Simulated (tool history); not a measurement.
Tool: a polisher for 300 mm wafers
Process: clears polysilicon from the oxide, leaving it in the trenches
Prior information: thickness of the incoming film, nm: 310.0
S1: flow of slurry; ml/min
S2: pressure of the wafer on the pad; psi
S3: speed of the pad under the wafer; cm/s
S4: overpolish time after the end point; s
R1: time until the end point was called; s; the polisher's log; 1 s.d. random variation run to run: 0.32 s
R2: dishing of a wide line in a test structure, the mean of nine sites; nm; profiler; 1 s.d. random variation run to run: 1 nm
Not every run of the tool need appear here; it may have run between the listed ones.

{"run": 1, "hour": 0.0, "S1": 305, "S2": 2.5, "S3": 114, "S4": 10, "R1": 26.127, "R2": 56.214}
{"run": 2, "hour": 5.2, "S1": 305, "S2": 2.5, "S3": 114, "S4": 14, "R1": 26.078, "R2": 62.785}
{"run": 3, "hour": 12.1, "S1": 305, "S2": 2.5, "S3": 114, "S4": 17, "R1": 25.996, "R2": 67.534}
{"run": 4, "hour": 16.2, "S1": 305, "S2": 2.4, "S3": 114, "S4": 17, "R1": 27.327, "R2": 65.02}
{"run": 5, "hour": 24.0, "S1": 305, "S2": 2.2, "S3": 114, "S4": 17, "R1": 30.11, "R2": 62.79}
{"run": 6, "hour": 29.9, "S1": 305, "S2": 2.2, "S3": 114, "S4": 13, "R1": 29.669, "R2": 57.617}
{"run": 7, "hour": 30.7, "S1": 305, "S2": 2.1, "S3": 114, "S4": 14, "R1": 31.11, "R2": 60.921}
{"run": 8, "hour": 36.7, "S1": 305, "S2": 2.0, "S3": 114, "S4": 14, "R1": 32.421, "R2": 58.825}
{"run": 9, "hour": 42.8, "S1": 305, "S2": 1.8, "S3": 114, "S4": 16, "R1": 35.718, "R2": 59.328}

Expected results for the next run?
{"hour": 45.1, "done": "worn pad replaced by a new one"}
{"run": 10, "hour": 45.1, "S1": 305, "S2": 1.7, "S3": 114, "S4": 17, "R1": "?", "R2": "?"}

{"run 10": {"R1": 35.427, "R2": 60.52}}
